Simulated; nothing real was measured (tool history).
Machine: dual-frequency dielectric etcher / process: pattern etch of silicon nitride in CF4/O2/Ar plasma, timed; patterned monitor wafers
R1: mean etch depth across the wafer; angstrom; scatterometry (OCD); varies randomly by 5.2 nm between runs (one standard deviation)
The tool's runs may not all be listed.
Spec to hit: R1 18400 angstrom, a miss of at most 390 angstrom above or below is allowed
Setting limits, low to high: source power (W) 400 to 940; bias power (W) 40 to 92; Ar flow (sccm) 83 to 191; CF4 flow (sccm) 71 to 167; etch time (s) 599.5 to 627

{"run": 1, "hour": 0.0, "source power (W)": 670, "bias power (W)": 66, "Ar flow (sccm)": 137, "CF4 flow (sccm)": 119, "etch time (s)": 599.5, "R1": 16910}
{"run": 2, "hour": 3.8, "source power (W)": 680, "bias power (W)": 66, "Ar flow (sccm)": 137, "CF4 flow (sccm)": 119, "etch time (s)": 599.5, "R1": 16932}
{"run": 3, "hour": 6.7, "source power (W)": 680, "bias power (W)": 66, "Ar flow (sccm)": 137, "CF4 flow (sccm)": 119, "etch time (s)": 627, "R1": 17721}
{"run": 4, "hour": 10.3, "source power (W)": 690, "bias power (W)": 66, "Ar flow (sccm)": 137, "CF4 flow (sccm)": 119, "etch time (s)": 627, "R1": 17839}
{"run": 5, "hour": 16.7, "source power (W)": 600, "bias power (W)": 66, "Ar flow (sccm)": 137, "CF4 flow (sccm)": 119, "etch time (s)": 627, "R1": 16602}
{"run": 6, "hour": 19.9, "source power (W)": 600, "bias power (W)": 66, "Ar flow (sccm)": 137, "CF4 flow (sccm)": 119, "etch time (s)": 627, "R1": 16567}
{"run": 7, "hour": 23.5, "source power (W)": 620, "bias power (W)": 66, "Ar flow (sccm)": 137, "CF4 flow (sccm)": 119, "etch time (s)": 627, "R1": 16859}
{"run": 8, "hour": 24.4, "source power (W)": 640, "bias power (W)": 66, "Ar flow (sccm)": 137, "CF4 flow (sccm)": 119, "etch time (s)": 627, "R1": 17092}
{"run": 9, "hour": 27.7, "source power (W)": 650, "bias power (W)": 66, "Ar flow (sccm)": 137, "CF4 flow (sccm)": 119, "etch time (s)": 627, "R1": 17270}
{"run": 10, "hour": 30.1, "source power (W)": 660, "bias power (W)": 66, "Ar flow (sccm)": 137, "CF4 flow (sccm)": 119, "etch time (s)": 627, "R1": 17367}
{"run": 11, "hour": 36.4, "source power (W)": 670, "bias power (W)": 66, "Ar flow (sccm)": 137, "CF4 flow (sccm)": 119, "etch time (s)": 627, "R1": 17577}
{"run": 12, "hour": 43.3, "source power (W)": 680, "bias power (W)": 66, "Ar flow (sccm)": 137, "CF4 flow (sccm)": 119, "etch time (s)": 627, "R1": 17691}
{"run": 13, "hour": 46.9, "source power (W)": 690, "bias power (W)": 66, "Ar flow (sccm)": 137, "CF4 flow (sccm)": 119, "etch time (s)": 627, "R1": 17915}
{"run": 14, "hour": 55.0, "source power (W)": 700, "bias power (W)": 66, "Ar flow (sccm)": 137, "CF4 flow (sccm)": 119, "etch time (s)": 627, "R1": 17960}

5 candidate next runs follow, results not yet known. Just one meets every target within its allowed miss. Identify it.
{"run": "A", "hour": 63.1, "source power (W)": 770, "bias power (W)": 68, "Ar flow (sccm)": 148, "CF4 flow (sccm)": 123, "etch time (s)": 603.5, "R1": "?"}
{"run": "B", "hour": 63.1, "source power (W)": 790, "bias power (W)": 72, "Ar flow (sccm)": 137, "CF4 flow (sccm)": 103, "etch time (s)": 622.5, "R1": "?"}
{"run": "C", "hour": 63.1, "source power (W)": 850, "bias power (W)": 62, "Ar flow (sccm)": 93, "CF4 flow (sccm)": 92, "etch time (s)": 603.5, "R1": "?"}
{"run": "D", "hour": 63.1, "source power (W)": 650, "bias power (W)": 74, "Ar flow (sccm)": 120, "CF4 flow (sccm)": 117, "etch time (s)": 603.5, "R1": "?"}
{"run": "E", "hour": 63.1, "source power (W)": 680, "bias power (W)": 71, "Ar flow (sccm)": 140, "CF4 flow (sccm)": 113, "etch time (s)": 603.5, "R1": "?"}

move=A R1=18373
move=B R1=19409
move=C R1=19454
move=D R1=17678
move=E R1=17384
A: all results land within tolerance of their targets
B: the result that was furthest off in the last run now lies on the other side of its target
C: the result that was furthest off in the last run now lies on the other side of its target
D: its largest miss is bigger than the last run's
E: its largest miss is bigger than the last run's
Answer: A
